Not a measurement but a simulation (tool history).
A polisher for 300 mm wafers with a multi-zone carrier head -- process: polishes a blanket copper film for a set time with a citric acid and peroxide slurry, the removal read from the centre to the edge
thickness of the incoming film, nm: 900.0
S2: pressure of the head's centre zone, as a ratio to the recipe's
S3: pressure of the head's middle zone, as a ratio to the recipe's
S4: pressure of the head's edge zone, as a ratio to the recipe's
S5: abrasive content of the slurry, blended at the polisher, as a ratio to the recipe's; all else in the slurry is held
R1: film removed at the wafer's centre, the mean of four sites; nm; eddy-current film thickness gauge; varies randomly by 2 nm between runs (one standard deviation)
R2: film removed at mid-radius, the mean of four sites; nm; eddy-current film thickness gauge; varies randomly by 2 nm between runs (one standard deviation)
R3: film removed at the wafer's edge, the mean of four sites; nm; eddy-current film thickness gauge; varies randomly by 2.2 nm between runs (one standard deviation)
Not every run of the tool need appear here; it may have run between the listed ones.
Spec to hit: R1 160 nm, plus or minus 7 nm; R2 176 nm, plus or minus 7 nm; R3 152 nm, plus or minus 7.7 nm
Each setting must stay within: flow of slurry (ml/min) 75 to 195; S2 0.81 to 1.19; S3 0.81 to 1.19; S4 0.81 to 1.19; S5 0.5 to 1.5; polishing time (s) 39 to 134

{"run": 1, "hour": 0.0, "flow of slurry (ml/min)": 125, "S2": 1, "S3": 1, "S4": 1, "S5": 1, "polishing time (s)": 86, "R1": 121.14, "R2": 121.94, "R3": 126.31}
{"run": 2, "hour": 4.9, "flow of slurry (ml/min)": 125, "S2": 1, "S3": 1, "S4": 0.93, "S5": 1, "polishing time (s)": 86, "R1": 119.81, "R2": 121.86, "R3": 121.79}
{"run": 3, "hour": 8.5, "flow of slurry (ml/min)": 125, "S2": 1, "S3": 1, "S4": 0.98, "S5": 1, "polishing time (s)": 86, "R1": 120.73, "R2": 121.43, "R3": 123.6}
{"run": 4, "hour": 15.4, "flow of slurry (ml/min)": 125, "S2": 1, "S3": 1, "S4": 0.98, "S5": 1, "polishing time (s)": 94, "R1": 132.98, "R2": 134.93, "R3": 134.57}
{"run": 5, "hour": 22.3, "flow of slurry (ml/min)": 135, "S2": 1.01, "S3": 1.03, "S4": 0.99, "S5": 1.05, "polishing time (s)": 94, "R1": 137.4, "R2": 137.75, "R3": 140.15}
{"run": 6, "hour": 28.0, "flow of slurry (ml/min)": 135, "S2": 0.98, "S3": 1.03, "S4": 0.99, "S5": 1.05, "polishing time (s)": 94, "R1": 135.17, "R2": 141.45, "R3": 138.98}
{"run": 7, "hour": 33.5, "flow of slurry (ml/min)": 135, "S2": 0.98, "S3": 1.03, "S4": 0.99, "S5": 1.05, "polishing time (s)": 94, "R1": 133.57, "R2": 141.67, "R3": 138.53}
{"run": 8, "hour": 37.5, "flow of slurry (ml/min)": 170, "S2": 1.04, "S3": 1.13, "S4": 0.99, "S5": 1.2, "polishing time (s)": 95, "R1": 151.9, "R2": 165.85, "R3": 147.21}
{"run": 9, "hour": 39.3, "flow of slurry (ml/min)": 175, "S2": 1.04, "S3": 1.14, "S4": 0.99, "S5": 1.2, "polishing time (s)": 95, "R1": 150.64, "R2": 166.61, "R3": 151.99}
{"run": 10, "hour": 40.4, "flow of slurry (ml/min)": 175, "S2": 1.05, "S3": 1.15, "S4": 0.98, "S5": 1.2, "polishing time (s)": 95, "R1": 156.1, "R2": 167.93, "R3": 152.68}
{"hour": 42.7, "done": "edge zone pressure recalibrated"}
{"run": 11, "hour": 42.7, "flow of slurry (ml/min)": 180, "S2": 1.05, "S3": 1.16, "S4": 0.97, "S5": 1.2, "polishing time (s)": 95, "R1": 154.34, "R2": 164.79, "R3": 143.96}
{"run": 12, "hour": 47.9, "flow of slurry (ml/min)": 180, "S2": 1.05, "S3": 1.17, "S4": 0.97, "S5": 1.2, "polishing time (s)": 95, "R1": 151.29, "R2": 167.37, "R3": 140.51}
{"run": 13, "hour": 48.6, "flow of slurry (ml/min)": 180, "S2": 1.05, "S3": 1.17, "S4": 0.98, "S5": 1.2, "polishing time (s)": 95, "R1": 152.46, "R2": 170.3, "R3": 143.2}
{"run": 14, "hour": 49.5, "flow of slurry (ml/min)": 180, "S2": 1.05, "S3": 1.17, "S4": 0.99, "S5": 1.2, "polishing time (s)": 95, "R1": 148.64, "R2": 170.45, "R3": 140.07}

Which one of the following 4 next-run settings gets every result inside its allowed miss? There is exactly one.
{"run": "A", "hour": 50.4, "flow of slurry (ml/min)": 170, "S2": 1.04, "S3": 1.14, "S4": 1.03, "S5": 1.45, "polishing time (s)": 98, "R1": "?", "R2": "?", "R3": "?"}
{"run": "B", "hour": 50.4, "flow of slurry (ml/min)": 170, "S2": 0.93, "S3": 0.96, "S4": 1.01, "S5": 1.45, "polishing time (s)": 98, "R1": "?", "R2": "?", "R3": "?"}
{"run": "C", "hour": 50.4, "flow of slurry (ml/min)": 155, "S2": 0.91, "S3": 1.02, "S4": 1.1, "S5": 1.5, "polishing time (s)": 98, "R1": "?", "R2": "?", "R3": "?"}
{"run": "D", "hour": 50.4, "flow of slurry (ml/min)": 190, "S2": 0.95, "S3": 1.16, "S4": 1.01, "S5": 1.1, "polishing time (s)": 100, "R1": "?", "R2": "?", "R3": "?"}

move=A R1=160.71 R2=178.87 R3=157.2
move=B R1=146.87 R2=154.64 R3=156.19
move=C R1=143.35 R2=161.77 R3=161.93
move=D R1=146.52 R2=177.63 R3=151.7
A: every result within its allowed miss
B: moves away from the targets compared with the last run
C: moves away from the targets compared with the last run
D: moves away from the targets compared with the last run
A meets every target.
